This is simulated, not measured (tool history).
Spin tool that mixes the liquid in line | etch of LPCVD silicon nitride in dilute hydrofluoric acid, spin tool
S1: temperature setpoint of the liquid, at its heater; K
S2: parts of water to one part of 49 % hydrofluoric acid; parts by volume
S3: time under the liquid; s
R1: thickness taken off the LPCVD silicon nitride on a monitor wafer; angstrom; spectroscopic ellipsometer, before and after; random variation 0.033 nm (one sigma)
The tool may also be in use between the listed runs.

run,hour,S1,S2,S3,R1
1,0,299.15,110,70,3.6048
2,5.9,299.15,140,70,2.8955
3,12.4,300.15,125,70,3.787
4,13.1,300.15,140,70,3.2838
5,17.5,303.15,140,70,3.8267
6,22.1,303.15,140,70,3.8247
7,27,303.15,140,70,4.0497
8,35.4,303.65,125,70,4.6184

Forecast run 9:
9,43.1,304.15,115,70,?

Run 9 gave R1 4.7524 angstrom.
